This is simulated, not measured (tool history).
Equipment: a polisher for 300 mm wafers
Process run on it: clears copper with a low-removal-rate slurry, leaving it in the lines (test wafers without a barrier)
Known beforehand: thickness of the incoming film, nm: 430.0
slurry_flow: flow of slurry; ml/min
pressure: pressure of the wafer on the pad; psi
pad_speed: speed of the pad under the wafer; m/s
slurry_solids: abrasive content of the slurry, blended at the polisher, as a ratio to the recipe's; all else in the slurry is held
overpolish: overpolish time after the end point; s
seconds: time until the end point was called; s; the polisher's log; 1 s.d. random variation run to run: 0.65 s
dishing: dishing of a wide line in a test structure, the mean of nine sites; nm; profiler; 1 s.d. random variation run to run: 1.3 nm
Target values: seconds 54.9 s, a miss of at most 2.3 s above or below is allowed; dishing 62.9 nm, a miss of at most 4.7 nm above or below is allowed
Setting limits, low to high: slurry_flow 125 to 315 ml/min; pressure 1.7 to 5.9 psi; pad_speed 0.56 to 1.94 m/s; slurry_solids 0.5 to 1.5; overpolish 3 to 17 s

Run 1, hour 0: slurry_flow 205 ml/min, pressure 3.8 psi, pad_speed 1.24 m/s, slurry_solids 1, overpolish 9 s. Result: seconds 76.443 s, dishing 33.018 nm.
Run 2, hour 6.2: slurry_flow 205 ml/min, pressure 3.8 psi, pad_speed 1.24 m/s, slurry_solids 1, overpolish 12 s. Result: seconds 80.566 s, dishing 40.354 nm.
Run 3, hour 14.9: slurry_flow 205 ml/min, pressure 3.8 psi, pad_speed 1.24 m/s, slurry_solids 1, overpolish 15 s. Result: seconds 78.865 s, dishing 49.733 nm.
Run 4, hour 20.6: slurry_flow 205 ml/min, pressure 3.8 psi, pad_speed 1.24 m/s, slurry_solids 0.9, overpolish 15 s. Result: seconds 81.222 s, dishing 46.707 nm.
Run 5, hour 27.4: slurry_flow 205 ml/min, pressure 3.8 psi, pad_speed 1.52 m/s, slurry_solids 0.9, overpolish 15 s. Result: seconds 70.693 s, dishing 52.125 nm.
Run 6, hour 32.6: slurry_flow 205 ml/min, pressure 4.1 psi, pad_speed 1.52 m/s, slurry_solids 0.9, overpolish 15 s. Result: seconds 65.774 s, dishing 54.003 nm.
Run 7, hour 34.5: slurry_flow 205 ml/min, pressure 4.3 psi, pad_speed 1.52 m/s, slurry_solids 0.9, overpolish 15 s. Result: seconds 64.343 s, dishing 57.802 nm.
Run 8, hour 35.6: slurry_flow 205 ml/min, pressure 4.5 psi, pad_speed 1.54 m/s, slurry_solids 0.9, overpolish 15 s. Result: seconds 62.007 s, dishing 59.594 nm.
Run 9, hour 37.8: slurry_flow 205 ml/min, pressure 4.7 psi, pad_speed 1.56 m/s, slurry_solids 0.9, overpolish 15 s. Result: seconds 57.208 s, dishing 58.307 nm.

Consider the 5 candidate settings below. Which is the only one whose results all fall within their allowed miss of target?
Run A, hour 40: slurry_flow 230 ml/min, pressure 5.3 psi, pad_speed 1.74 m/s, slurry_solids 0.75, overpolish 11 s. Result: seconds ?, dishing ?.
Run B, hour 40: slurry_flow 130 ml/min, pressure 5.2 psi, pad_speed 1.3 m/s, slurry_solids 0.95, overpolish 16 s. Result: seconds ?, dishing ?.
Run C, hour 40: slurry_flow 190 ml/min, pressure 4.9 psi, pad_speed 1.4 m/s, slurry_solids 0.95, overpolish 15 s. Result: seconds ?, dishing ?.
Run D, hour 40: slurry_flow 140 ml/min, pressure 5.9 psi, pad_speed 1.28 m/s, slurry_solids 0.9, overpolish 15 s. Result: seconds ?, dishing ?.
Run E, hour 40: slurry_flow 180 ml/min, pressure 4.8 psi, pad_speed 1.52 m/s, slurry_solids 0.9, overpolish 12 s. Result: seconds ?, dishing ?.

move  seconds  dishing
   A   49.514   56.393
   B   61.828    62.48
   C   59.956   60.938
   D   55.947   64.301
   E   58.688   52.971
A: takes the biggest miss from the last run beyond its target
B: misses by more than the last run did
C: misses by more than the last run did
D: all results in spec
E: misses by more than the last run did
The move that meets every target is D.

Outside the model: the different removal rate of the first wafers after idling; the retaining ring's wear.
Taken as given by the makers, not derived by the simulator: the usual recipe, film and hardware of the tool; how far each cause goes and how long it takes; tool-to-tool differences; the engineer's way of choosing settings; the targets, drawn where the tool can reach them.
